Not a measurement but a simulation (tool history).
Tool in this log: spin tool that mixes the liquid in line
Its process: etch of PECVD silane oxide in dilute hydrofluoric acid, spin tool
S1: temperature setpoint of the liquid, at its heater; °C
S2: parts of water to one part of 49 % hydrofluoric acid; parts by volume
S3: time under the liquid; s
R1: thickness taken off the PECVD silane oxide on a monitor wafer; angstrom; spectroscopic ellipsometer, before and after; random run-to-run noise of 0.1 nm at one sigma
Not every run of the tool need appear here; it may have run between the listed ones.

run	hour	S1	S2	S3	R1
1	0.0	23.0	85	15	46.253
2	3.0	23.0	65	15	60.779
3	9.8	25.5	65	15	68.417
4	10.4	25.5	80	15	54.483
5	15.1	27.0	70	15	66.616
6	21.1	28.0	65	15	73.485
7	26.1	29.0	60	15	83.915
8	32.8	29.5	55	15	95.665

Run 9 has not been measured yet. What should we expect?
9	36.9	30.0	55	15	?

R1: 98.400 angstrom

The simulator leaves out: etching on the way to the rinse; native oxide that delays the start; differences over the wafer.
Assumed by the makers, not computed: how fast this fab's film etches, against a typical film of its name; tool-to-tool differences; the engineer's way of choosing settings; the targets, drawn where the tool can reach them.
